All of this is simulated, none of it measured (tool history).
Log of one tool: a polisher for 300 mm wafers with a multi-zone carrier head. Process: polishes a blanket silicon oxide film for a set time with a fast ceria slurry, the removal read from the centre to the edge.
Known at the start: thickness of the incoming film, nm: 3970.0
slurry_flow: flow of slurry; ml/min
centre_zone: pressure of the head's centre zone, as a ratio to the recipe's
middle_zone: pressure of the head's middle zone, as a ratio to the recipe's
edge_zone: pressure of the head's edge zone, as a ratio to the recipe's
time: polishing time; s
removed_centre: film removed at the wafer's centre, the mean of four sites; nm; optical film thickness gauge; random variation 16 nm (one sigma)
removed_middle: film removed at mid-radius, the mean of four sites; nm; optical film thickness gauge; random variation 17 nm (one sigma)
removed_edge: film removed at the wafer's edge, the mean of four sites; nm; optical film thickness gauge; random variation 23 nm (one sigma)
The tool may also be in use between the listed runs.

run	hour	slurry_flow	centre_zone	middle_zone	edge_zone	time	removed_centre	removed_middle	removed_edge
1	0	170	1	1	1	72	1566.3	1560.3	1505.4
2	1.8	170	1	1	1	60	1298.1	1285.3	1298.5
3	9.1	170	1	1	0.96	60	1310.7	1274.3	1246.5
4	15	170	1	1	0.96	74	1619.7	1593.1	1575.2
5	20	170	1	0.93	0.96	74	1607.2	1486.2	1555.1
6	23.6	130	1	0.93	0.96	74	1522.1	1414.2	1488.5
7	24.2	140	1.01	0.93	0.97	74	1571.6	1440.1	1525.3
8	25.2	150	1.02	0.93	0.98	74	1604.7	1420.8	1562.8
9	31.3	160	1.03	0.94	0.98	74	1656.1	1494.6	1595
10	32.8	170	1.04	0.94	0.98	74	1656.7	1495.5	1580.2
11	39.6	175	1.05	0.94	0.99	74	1710.3	1507.5	1607.2
12	43.5	180	1.06	0.94	1	74	1722.2	1544.1	1601.4

The next listed run, before its measurement:
13	44.8	185	1.07	0.94	1.01	74	?	?	?

{"run 13": {"removed_centre": 1733.9, "removed_middle": 1497.5, "removed_edge": 1619.4}}
